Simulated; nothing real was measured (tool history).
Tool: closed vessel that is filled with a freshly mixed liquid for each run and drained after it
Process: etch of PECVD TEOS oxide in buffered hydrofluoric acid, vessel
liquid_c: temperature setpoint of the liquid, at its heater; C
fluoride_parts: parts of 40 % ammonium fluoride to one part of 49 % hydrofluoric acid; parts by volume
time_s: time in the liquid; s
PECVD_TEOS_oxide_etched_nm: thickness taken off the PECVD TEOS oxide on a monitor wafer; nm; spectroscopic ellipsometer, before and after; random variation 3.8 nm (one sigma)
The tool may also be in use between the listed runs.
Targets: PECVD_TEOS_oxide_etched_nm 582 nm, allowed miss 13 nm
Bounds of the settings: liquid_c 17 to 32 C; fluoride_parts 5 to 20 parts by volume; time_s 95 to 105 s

{"run": 1, "hour": 0.0, "liquid_c": 25, "fluoride_parts": 12, "time_s": 95, "PECVD_TEOS_oxide_etched_nm": 258.66}
{"run": 2, "hour": 3.3, "liquid_c": 26.5, "fluoride_parts": 11, "time_s": 95, "PECVD_TEOS_oxide_etched_nm": 304.63}
{"run": 3, "hour": 8.3, "liquid_c": 27.5, "fluoride_parts": 10, "time_s": 95, "PECVD_TEOS_oxide_etched_nm": 354.31}
{"run": 4, "hour": 11.6, "liquid_c": 28.5, "fluoride_parts": 9.5, "time_s": 95, "PECVD_TEOS_oxide_etched_nm": 385.82}
{"run": 5, "hour": 13.9, "liquid_c": 28.5, "fluoride_parts": 9.5, "time_s": 95, "PECVD_TEOS_oxide_etched_nm": 386.82}
{"run": 6, "hour": 19.6, "liquid_c": 28.5, "fluoride_parts": 9.5, "time_s": 105, "PECVD_TEOS_oxide_etched_nm": 428.36}
{"run": 7, "hour": 20.7, "liquid_c": 32, "fluoride_parts": 7.5, "time_s": 105, "PECVD_TEOS_oxide_etched_nm": 655.31}
{"hour": 29.6, "done": "thermometer replaced"}
{"run": 8, "hour": 29.6, "liquid_c": 32, "fluoride_parts": 7.5, "time_s": 105, "PECVD_TEOS_oxide_etched_nm": 715}
{"run": 9, "hour": 34.8, "liquid_c": 31.5, "fluoride_parts": 7.5, "time_s": 105, "PECVD_TEOS_oxide_etched_nm": 705.22}
{"run": 10, "hour": 41.8, "liquid_c": 31, "fluoride_parts": 7.5, "time_s": 105, "PECVD_TEOS_oxide_etched_nm": 682.67}
{"run": 11, "hour": 44.1, "liquid_c": 30.5, "fluoride_parts": 7.5, "time_s": 105, "PECVD_TEOS_oxide_etched_nm": 656.95}
{"run": 12, "hour": 51.0, "liquid_c": 30, "fluoride_parts": 7.5, "time_s": 105, "PECVD_TEOS_oxide_etched_nm": 656.62}
{"run": 13, "hour": 56.4, "liquid_c": 29.5, "fluoride_parts": 7.5, "time_s": 105, "PECVD_TEOS_oxide_etched_nm": 627.09}
{"run": 14, "hour": 60.4, "liquid_c": 29, "fluoride_parts": 7.5, "time_s": 105, "PECVD_TEOS_oxide_etched_nm": 619.22}
{"run": 15, "hour": 62.8, "liquid_c": 28.5, "fluoride_parts": 7.5, "time_s": 105, "PECVD_TEOS_oxide_etched_nm": 596.73}

4 next moves are on the table. One of them brings every result within its allowed miss. Which?
{"run": "A", "hour": 65.2, "liquid_c": 30.5, "fluoride_parts": 8.5, "time_s": 100, "PECVD_TEOS_oxide_etched_nm": "?"}
{"run": "B", "hour": 65.2, "liquid_c": 30.5, "fluoride_parts": 8.5, "time_s": 105, "PECVD_TEOS_oxide_etched_nm": "?"}
{"run": "C", "hour": 65.2, "liquid_c": 31.5, "fluoride_parts": 8.5, "time_s": 95, "PECVD_TEOS_oxide_etched_nm": "?"}
{"run": "D", "hour": 65.2, "liquid_c": 28, "fluoride_parts": 8, "time_s": 105, "PECVD_TEOS_oxide_etched_nm": "?"}

move=A PECVD_TEOS_oxide_etched_nm=551.32
move=B PECVD_TEOS_oxide_etched_nm=578.88
move=C PECVD_TEOS_oxide_etched_nm=551.74
move=D PECVD_TEOS_oxide_etched_nm=541.92
A: takes the result that was furthest off past its target
B: meets every target
C: takes the result that was furthest off past its target
D: takes the result that was furthest off past its target
Answer: B

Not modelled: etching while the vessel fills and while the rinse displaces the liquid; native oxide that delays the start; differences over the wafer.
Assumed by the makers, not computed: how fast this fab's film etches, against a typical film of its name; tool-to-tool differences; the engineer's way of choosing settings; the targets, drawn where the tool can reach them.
